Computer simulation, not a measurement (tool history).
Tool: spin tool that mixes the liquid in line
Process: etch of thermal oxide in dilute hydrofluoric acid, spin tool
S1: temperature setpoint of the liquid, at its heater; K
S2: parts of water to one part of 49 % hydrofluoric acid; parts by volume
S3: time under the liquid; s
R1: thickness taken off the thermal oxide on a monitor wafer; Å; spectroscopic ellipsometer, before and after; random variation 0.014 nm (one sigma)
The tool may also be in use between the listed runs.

run 1 hour=0 | S1=295.15 S2=60 S3=75 | R1=50.81
run 2 hour=0.6 | S1=294.65 S2=60 S3=75 | R1=49.752
run 3 hour=7.4 | S1=294.15 S2=60 S3=75 | R1=48.706
run 4 hour=11.4 | S1=294.15 S2=60 S3=55 | R1=35.909
run 5 hour=19.2 | S1=294.65 S2=60 S3=55 | R1=36.428
run 6 hour=22.6 | S1=295.15 S2=60 S3=55 | R1=37.247
run 7 hour=28.9 | S1=295.65 S2=60 S3=55 | R1=37.759

The next listed run, before its measurement:
run 8 hour=32.6 | S1=295.65 S2=55 S3=55 | R1=?

Run 8 gave R1 41.751 Å.
